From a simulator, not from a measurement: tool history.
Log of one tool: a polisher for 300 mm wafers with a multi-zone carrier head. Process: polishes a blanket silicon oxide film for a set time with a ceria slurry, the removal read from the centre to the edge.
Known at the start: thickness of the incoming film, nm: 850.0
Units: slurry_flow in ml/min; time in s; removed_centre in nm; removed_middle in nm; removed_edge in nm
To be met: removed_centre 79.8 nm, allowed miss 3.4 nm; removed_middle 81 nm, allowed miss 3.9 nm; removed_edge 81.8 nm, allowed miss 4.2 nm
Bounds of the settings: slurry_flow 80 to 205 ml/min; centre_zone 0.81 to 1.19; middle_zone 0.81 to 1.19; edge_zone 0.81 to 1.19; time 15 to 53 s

run,hour,slurry_flow,centre_zone,middle_zone,edge_zone,time,removed_centre,removed_middle,removed_edge
1,0,135,1,1,1,34,144.1,148.25,142.18
2,2.1,130,0.98,0.97,0.97,29,116.38,117.48,124.02
3,3.7,130,0.93,0.97,0.97,29,112.62,120.39,120.28
4,11.2,130,0.93,1.04,0.97,29,111.47,128.29,123.9
5,13.2,150,0.94,1.02,0.92,25,104.53,111.53,102.8
6,19.4,150,0.92,0.99,0.9,23,91.545,98.531,97.041
7,22.5,155,0.92,0.98,0.88,22,90.388,92.07,90.519
8,29.6,120,0.86,0.92,0.81,21,73.688,81.939,79.97

Which of these 5 next moves meets every target?
A,36.7,120,0.84,0.89,1.01,21,?,?,?
B,36.7,90,0.93,0.91,0.81,23,?,?,?
C,36.7,115,1.01,1.02,0.81,22,?,?,?
D,36.7,110,0.81,0.93,0.89,21,?,?,?
E,36.7,130,0.81,0.88,0.94,20,?,?,?

move,removed_centre,removed_middle,removed_edge
A,71.407,80.244,88.828
B,79.192,82.725,83.28
C,89.113,93.209,83.324
D,67.18,81.48,82.408
E,66.929,77.134,82.82
A: further off than the last run
B: meets every target
C: takes the result that was furthest off past its target
D: further off than the last run
E: further off than the last run
Move B is the one to make.
